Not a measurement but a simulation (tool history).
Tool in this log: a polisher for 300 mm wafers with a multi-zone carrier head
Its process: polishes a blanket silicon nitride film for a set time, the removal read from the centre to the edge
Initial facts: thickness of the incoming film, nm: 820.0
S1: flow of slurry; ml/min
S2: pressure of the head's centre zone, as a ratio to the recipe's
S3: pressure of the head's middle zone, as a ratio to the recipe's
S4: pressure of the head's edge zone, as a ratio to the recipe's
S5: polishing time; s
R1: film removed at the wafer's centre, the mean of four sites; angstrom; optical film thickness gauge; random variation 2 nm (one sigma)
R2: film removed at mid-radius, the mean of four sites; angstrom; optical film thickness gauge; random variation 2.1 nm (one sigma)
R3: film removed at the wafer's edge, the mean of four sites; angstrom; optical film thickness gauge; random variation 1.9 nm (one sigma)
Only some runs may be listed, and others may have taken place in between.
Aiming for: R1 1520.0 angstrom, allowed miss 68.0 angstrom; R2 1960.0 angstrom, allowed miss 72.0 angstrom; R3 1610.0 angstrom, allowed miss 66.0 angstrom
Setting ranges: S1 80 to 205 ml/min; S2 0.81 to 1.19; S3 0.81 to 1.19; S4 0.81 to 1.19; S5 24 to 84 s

Run 1, hour 0.0: S1 135 ml/min, S2 1.00, S3 1.00, S4 1.00, S5 54 s. Result: R1 1532.7 angstrom, R2 1432.3 angstrom, R3 1507.6 angstrom.
Run 2, hour 7.5: S1 115 ml/min, S2 1.00, S3 1.00, S4 1.00, S5 54 s. Result: R1 1444.1 angstrom, R2 1398.6 angstrom, R3 1434.0 angstrom.
Run 3, hour 9.4: S1 115 ml/min, S2 1.00, S3 1.00, S4 0.97, S5 54 s. Result: R1 1464.3 angstrom, R2 1404.3 angstrom, R3 1406.9 angstrom.
Run 4, hour 17.6: S1 120 ml/min, S2 0.98, S3 1.02, S4 0.96, S5 55 s. Result: R1 1491.8 angstrom, R2 1472.2 angstrom, R3 1407.9 angstrom.
Run 5, hour 22.6: S1 125 ml/min, S2 0.96, S3 1.04, S4 0.97, S5 55 s. Result: R1 1510.4 angstrom, R2 1511.2 angstrom, R3 1504.9 angstrom.
Run 6, hour 26.2: S1 125 ml/min, S2 1.03, S3 1.04, S4 0.97, S5 55 s. Result: R1 1580.9 angstrom, R2 1520.0 angstrom, R3 1471.4 angstrom.
Run 7, hour 32.0: S1 125 ml/min, S2 1.01, S3 1.06, S4 0.96, S5 56 s. Result: R1 1551.2 angstrom, R2 1584.4 angstrom, R3 1504.4 angstrom.
At hour 36.3: centre zone pressure recalibrated.
Run 8, hour 36.3: S1 125 ml/min, S2 1.01, S3 1.06, S4 0.96, S5 56 s. Result: R1 1486.9 angstrom, R2 1561.3 angstrom, R3 1475.0 angstrom.
Run 9, hour 40.5: S1 130 ml/min, S2 1.01, S3 1.07, S4 0.95, S5 56 s. Result: R1 1535.6 angstrom, R2 1599.4 angstrom, R3 1480.6 angstrom.
Run 10, hour 41.2: S1 135 ml/min, S2 1.00, S3 1.08, S4 0.95, S5 56 s. Result: R1 1517.8 angstrom, R2 1627.1 angstrom, R3 1530.3 angstrom.
Run 11, hour 47.3: S1 165 ml/min, S2 0.93, S3 1.18, S4 0.85, S5 58 s. Result: R1 1543.5 angstrom, R2 1883.2 angstrom, R3 1532.2 angstrom.
Run 12, hour 55.6: S1 165 ml/min, S2 0.92, S3 1.18, S4 0.85, S5 58 s. Result: R1 1500.1 angstrom, R2 1870.0 angstrom, R3 1520.8 angstrom.

5 candidate next runs follow, results not yet known. Just one meets every target within its allowed miss. Identify it.
Run A, hour 63.9: S1 145 ml/min, S2 0.81, S3 1.11, S4 0.94, S5 65 s. Result: R1 ?, R2 ?, R3 ?.
Run B, hour 63.9: S1 185 ml/min, S2 0.92, S3 1.16, S4 0.86, S5 56 s. Result: R1 ?, R2 ?, R3 ?.
Run C, hour 63.9: S1 145 ml/min, S2 0.87, S3 0.97, S4 0.96, S5 62 s. Result: R1 ?, R2 ?, R3 ?.
Run D, hour 63.9: S1 175 ml/min, S2 0.94, S3 1.19, S4 0.81, S5 57 s. Result: R1 ?, R2 ?, R3 ?.
Run E, hour 63.9: S1 155 ml/min, S2 0.88, S3 1.15, S4 0.84, S5 63 s. Result: R1 ?, R2 ?, R3 ?.

move      R1      R2      R3
   A  1434.8  1939.4  1764.4
   B  1473.1  1815.4  1509.5
   C  1465.7  1649.2  1702.3
   D  1515.6  1871.4  1486.9
   E  1531.3  1964.1  1642.8
A: moves the result that the last run missed by most past its target, out the other side
B: further off than the last run
C: moves the result that the last run missed by most past its target, out the other side
D: further off than the last run
E: in spec on every target
Move E is the one to make.
